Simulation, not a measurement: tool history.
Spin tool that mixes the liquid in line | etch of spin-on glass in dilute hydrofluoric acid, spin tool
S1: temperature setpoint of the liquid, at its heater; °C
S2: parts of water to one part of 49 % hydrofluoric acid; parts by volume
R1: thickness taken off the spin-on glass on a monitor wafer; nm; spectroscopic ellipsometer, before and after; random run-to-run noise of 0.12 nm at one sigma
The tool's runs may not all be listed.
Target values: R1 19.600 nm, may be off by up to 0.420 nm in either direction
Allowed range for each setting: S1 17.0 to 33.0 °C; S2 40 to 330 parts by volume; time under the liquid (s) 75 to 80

{"run": 1, "hour": 0.0, "S1": 25.0, "S2": 185, "time under the liquid (s)": 75, "R1": 12.63}
{"run": 2, "hour": 8.0, "S1": 26.5, "S2": 180, "time under the liquid (s)": 75, "R1": 13.753}
{"run": 3, "hour": 13.7, "S1": 26.5, "S2": 180, "time under the liquid (s)": 75, "R1": 13.811}
{"run": 4, "hour": 15.3, "S1": 23.0, "S2": 180, "time under the liquid (s)": 75, "R1": 12.132}
{"run": 5, "hour": 20.0, "S1": 25.5, "S2": 180, "time under the liquid (s)": 75, "R1": 13.428}
{"run": 6, "hour": 26.2, "S1": 25.5, "S2": 180, "time under the liquid (s)": 80, "R1": 14.231}
{"run": 7, "hour": 30.5, "S1": 29.5, "S2": 170, "time under the liquid (s)": 80, "R1": 17.73}
{"run": 8, "hour": 31.5, "S1": 30.0, "S2": 170, "time under the liquid (s)": 80, "R1": 17.954}
{"run": 9, "hour": 39.4, "S1": 30.5, "S2": 170, "time under the liquid (s)": 80, "R1": 18.261}
{"run": 10, "hour": 40.1, "S1": 31.0, "S2": 170, "time under the liquid (s)": 80, "R1": 18.505}
{"run": 11, "hour": 48.5, "S1": 31.5, "S2": 170, "time under the liquid (s)": 80, "R1": 18.944}

5 candidate next runs follow, results not yet known. Just one meets every target within its allowed miss. Identify it.
{"run": "A", "hour": 56.9, "S1": 28.0, "S2": 150, "time under the liquid (s)": 75, "R1": "?"}
{"run": "B", "hour": 56.9, "S1": 31.5, "S2": 165, "time under the liquid (s)": 80, "R1": "?"}
{"run": "C", "hour": 56.9, "S1": 29.5, "S2": 150, "time under the liquid (s)": 80, "R1": "?"}
{"run": "D", "hour": 56.9, "S1": 33.0, "S2": 165, "time under the liquid (s)": 80, "R1": "?"}
{"run": "E", "hour": 56.9, "S1": 32.5, "S2": 175, "time under the liquid (s)": 80, "R1": "?"}

move=A R1=18.199
move=B R1=19.622
move=C R1=20.502
move=D R1=20.669
move=E R1=18.899
A: lands further from the targets than the last run did
B: in spec on every target
C: takes the result that was furthest off past its target
D: takes the result that was furthest off past its target
E: lands further from the targets than the last run did
Go with B: it meets all targets.
